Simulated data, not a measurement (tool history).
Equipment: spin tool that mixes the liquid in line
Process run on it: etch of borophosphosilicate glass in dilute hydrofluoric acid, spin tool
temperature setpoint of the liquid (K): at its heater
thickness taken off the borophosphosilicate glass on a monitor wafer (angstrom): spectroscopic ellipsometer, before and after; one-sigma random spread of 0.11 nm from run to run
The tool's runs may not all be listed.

run  hour  temperature setpoint of the liquid (K)  parts of water to one part of 49 % hydrofluoric acid (parts by volume)  time under the liquid (s)  thickness taken off the borophosphosilicate glass on a monitor wafer (angstrom)
  1   0.0                                  295.15                                                                     240                        130                                                                           215.63
  2   2.1                                  293.65                                                                     265                        130                                                                           182.24
  3   5.6                                  293.65                                                                     265                        140                                                                           194.21
  4  12.2                                  293.65                                                                     265                        130                                                                           181.01
  5  18.8                                  293.65                                                                     265                        130                                                                           183.33
  6  20.2                                  293.65                                                                     265                        130                                                                           183.51

Estimate the outcome of run 7 from the log above:
  7  23.2                                  292.65                                                                     285                        130                                                                                ?

{"run 7": {"thickness taken off the borophosphosilicate glass on a monitor wafer (angstrom)": 159.26}}
